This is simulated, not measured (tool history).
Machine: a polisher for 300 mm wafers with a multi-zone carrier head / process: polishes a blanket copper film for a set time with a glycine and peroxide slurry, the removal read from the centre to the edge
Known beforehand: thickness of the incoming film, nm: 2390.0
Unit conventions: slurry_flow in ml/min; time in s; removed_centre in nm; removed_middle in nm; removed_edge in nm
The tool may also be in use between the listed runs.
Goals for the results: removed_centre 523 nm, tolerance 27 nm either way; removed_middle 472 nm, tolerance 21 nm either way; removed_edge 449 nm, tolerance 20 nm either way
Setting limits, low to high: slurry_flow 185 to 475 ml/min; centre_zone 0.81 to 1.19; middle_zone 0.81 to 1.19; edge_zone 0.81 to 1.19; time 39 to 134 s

run 1 hour=0 | slurry_flow=305 centre_zone=1 middle_zone=1 edge_zone=1 time=86 | removed_centre=524.11 removed_middle=526.73 removed_edge=545.3
run 2 hour=7.7 | slurry_flow=305 centre_zone=1 middle_zone=1 edge_zone=1 time=68 | removed_centre=408.29 removed_middle=403.55 removed_edge=427.4
run 3 hour=10.2 | slurry_flow=310 centre_zone=1.04 middle_zone=1.02 edge_zone=0.99 time=69 | removed_centre=427.8 removed_middle=432.79 removed_edge=428.16
run 4 hour=16.5 | slurry_flow=310 centre_zone=1.07 middle_zone=1.01 edge_zone=0.99 time=70 | removed_centre=449.29 removed_middle=431.97 removed_edge=447.52
run 5 hour=22.3 | slurry_flow=310 centre_zone=1.07 middle_zone=1.01 edge_zone=0.99 time=91 | removed_centre=598.61 removed_middle=552.48 removed_edge=569.46
run 6 hour=26.6 | slurry_flow=310 centre_zone=1.07 middle_zone=1.01 edge_zone=1.07 time=91 | removed_centre=591.07 removed_middle=560.72 removed_edge=599.2
run 7 hour=30.7 | slurry_flow=310 centre_zone=1.08 middle_zone=1.02 edge_zone=1.03 time=87 | removed_centre=572.47 removed_middle=532.96 removed_edge=566.35
run 8 hour=38.7 | slurry_flow=315 centre_zone=1.08 middle_zone=1.02 edge_zone=0.99 time=85 | removed_centre=555.43 removed_middle=535.55 removed_edge=535.45
run 9 hour=43.9 | slurry_flow=310 centre_zone=1.09 middle_zone=1.01 edge_zone=0.96 time=83 | removed_centre=550.5 removed_middle=504.91 removed_edge=530.55
run 10 hour=45 | slurry_flow=345 centre_zone=1.19 middle_zone=1.11 edge_zone=0.96 time=65 | removed_centre=484.65 removed_middle=424.71 removed_edge=394.95
run 11 hour=51.6 | slurry_flow=345 centre_zone=1.18 middle_zone=1.11 edge_zone=0.97 time=67 | removed_centre=494.78 removed_middle=456.26 removed_edge=426.98
run 12 hour=58.4 | slurry_flow=345 centre_zone=1.18 middle_zone=1.11 edge_zone=0.97 time=67 | removed_centre=500 removed_middle=445.11 removed_edge=415.78
run 13 hour=63.1 | slurry_flow=345 centre_zone=1.18 middle_zone=1.11 edge_zone=0.98 time=68 | removed_centre=495.88 removed_middle=458.59 removed_edge=425.44

Which of these 5 next moves meets every target?
run A hour=67.8 | slurry_flow=200 centre_zone=1.19 middle_zone=1.1 edge_zone=0.94 time=77 | removed_centre=? removed_middle=? removed_edge=?
run B hour=67.8 | slurry_flow=345 centre_zone=1.19 middle_zone=1.02 edge_zone=0.99 time=70 | removed_centre=? removed_middle=? removed_edge=?
run C hour=67.8 | slurry_flow=395 centre_zone=1.19 middle_zone=0.88 edge_zone=1.05 time=76 | removed_centre=? removed_middle=? removed_edge=?
run D hour=67.8 | slurry_flow=335 centre_zone=1.04 middle_zone=1.17 edge_zone=1.08 time=74 | removed_centre=? removed_middle=? removed_edge=?
run E hour=67.8 | slurry_flow=320 centre_zone=1.04 middle_zone=1.1 edge_zone=1.07 time=69 | removed_centre=? removed_middle=? removed_edge=?

move=A removed_centre=515.06 removed_middle=470.43 removed_edge=447
move=B removed_centre=512.53 removed_middle=434.68 removed_edge=442.16
move=C removed_centre=565.3 removed_middle=423.36 removed_edge=500.49
move=D removed_centre=471.74 removed_middle=515.29 removed_edge=485.48
move=E removed_centre=436.89 removed_middle=453.1 removed_edge=449.12
A: in spec on every target
B: corrects the largest miss of the last run, while another result sits out of spec
C: moves the result that the last run missed by most past its target, out the other side
D: moves the result that the last run missed by most past its target, out the other side
E: corrects the largest miss of the last run, while another result sits out of spec
Correct choice: A, which meets every target
